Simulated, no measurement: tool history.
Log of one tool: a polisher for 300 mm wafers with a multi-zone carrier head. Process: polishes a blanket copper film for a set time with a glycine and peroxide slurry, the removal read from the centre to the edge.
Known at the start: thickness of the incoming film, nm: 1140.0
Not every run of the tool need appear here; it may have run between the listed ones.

run	hour	flow of slurry (ml/min)	pressure of the head's centre zone	pressure of the head's middle zone	pressure of the head's edge zone	polishing time (s)	film removed at the wafer's centre (angstrom)	film removed at mid-radius (angstrom)	film removed at the wafer's edge (angstrom)
1	0.0	250	1.00	1.00	1.00	52	2782.6	2867.9	2816.0
2	8.4	300	1.00	1.00	1.00	52	2927.3	2882.6	2897.5
3	12.9	310	1.01	0.98	1.03	54	3076.3	2918.1	3097.7
4	14.9	320	1.02	0.98	1.06	55	3172.2	2930.1	3138.4
# hour 19.4: slurry nozzle cleaned
5	19.4	325	1.02	0.96	1.07	56	3247.1	2998.0	3277.7
6	23.5	325	1.02	0.96	1.04	56	3286.1	3100.0	3212.5

What will run 7 give?
7	32.1	335	1.02	0.95	1.07	57	?	?	?

Run 7 gave film removed at the wafer's centre (angstrom) 3366.3, film removed at mid-radius (angstrom) 3174.2, film removed at the wafer's edge (angstrom) 3299.2.
